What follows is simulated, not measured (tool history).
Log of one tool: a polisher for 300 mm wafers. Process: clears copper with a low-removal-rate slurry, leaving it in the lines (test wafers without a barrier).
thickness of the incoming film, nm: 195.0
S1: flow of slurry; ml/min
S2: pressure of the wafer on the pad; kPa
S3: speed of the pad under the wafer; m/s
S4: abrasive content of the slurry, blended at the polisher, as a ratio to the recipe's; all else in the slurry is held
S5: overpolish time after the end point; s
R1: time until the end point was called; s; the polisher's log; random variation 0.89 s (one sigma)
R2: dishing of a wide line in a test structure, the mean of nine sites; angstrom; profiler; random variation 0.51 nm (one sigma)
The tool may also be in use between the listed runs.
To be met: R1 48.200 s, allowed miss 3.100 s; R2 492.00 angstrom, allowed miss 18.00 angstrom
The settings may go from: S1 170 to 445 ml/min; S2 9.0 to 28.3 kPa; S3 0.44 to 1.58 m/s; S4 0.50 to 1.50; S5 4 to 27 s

run,hour,S1,S2,S3,S4,S5,R1,R2
1,0.0,285,18.6,1.00,1.00,14,57.578,319.05
2,2.1,285,20.0,1.00,1.00,15,54.166,368.29
3,9.7,285,20.7,1.00,1.00,16,55.293,390.84
4,18.1,285,20.7,1.00,0.85,16,55.929,381.45
5,25.0,285,22.1,1.00,0.85,16,51.278,404.47
6,29.7,230,22.1,1.00,0.85,16,52.353,396.14
7,31.0,230,22.1,1.00,0.85,16,53.542,394.98
8,38.0,235,22.8,1.00,0.85,17,51.420,417.66
9,43.9,250,22.8,1.00,0.85,18,52.631,446.40
10,45.3,255,23.4,1.00,0.85,18,51.239,460.12
# hour 47.9: head pressure recalibrated
11,47.9,255,24.1,1.00,0.85,18,53.536,442.15
12,56.7,255,24.1,1.00,0.85,18,53.228,446.04
13,58.0,260,26.2,1.00,0.85,18,48.088,470.13

Which of these 4 next moves meets every target?
A,59.3,350,22.1,1.18,0.90,16,?,?
B,59.3,280,24.1,1.18,0.95,15,?,?
C,59.3,305,25.5,1.02,0.85,19,?,?
D,59.3,245,25.5,1.06,0.80,15,?,?

move,R1,R2
A,46.235,443.48
B,43.390,445.43
C,48.000,500.20
D,47.877,410.95
A: further off than the last run
B: further off than the last run
C: meets every target
D: further off than the last run
Answer: C
